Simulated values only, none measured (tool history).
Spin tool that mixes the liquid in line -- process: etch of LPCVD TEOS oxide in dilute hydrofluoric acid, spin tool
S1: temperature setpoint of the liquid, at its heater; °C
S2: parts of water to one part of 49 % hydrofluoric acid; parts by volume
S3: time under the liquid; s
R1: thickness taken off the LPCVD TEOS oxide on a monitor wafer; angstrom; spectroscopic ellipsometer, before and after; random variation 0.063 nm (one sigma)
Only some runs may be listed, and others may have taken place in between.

run	day	S1	S2	S3	R1
1	0	20	115	15	76.766
2	0.138	21	115	15	79.987
3	0.192	19	115	15	74.448
4	0.538	19	145	15	56.94
5	0.867	21	145	15	61.725
# day 0.908: hydrofluoric acid flow meter replaced
6	0.908	24.5	145	15	62.609
7	1.012	24.5	145	15	63.104

The next listed run, before its measurement:
8	1.283	25	140	15	?

Logged for run 8: R1 66.929 angstrom.
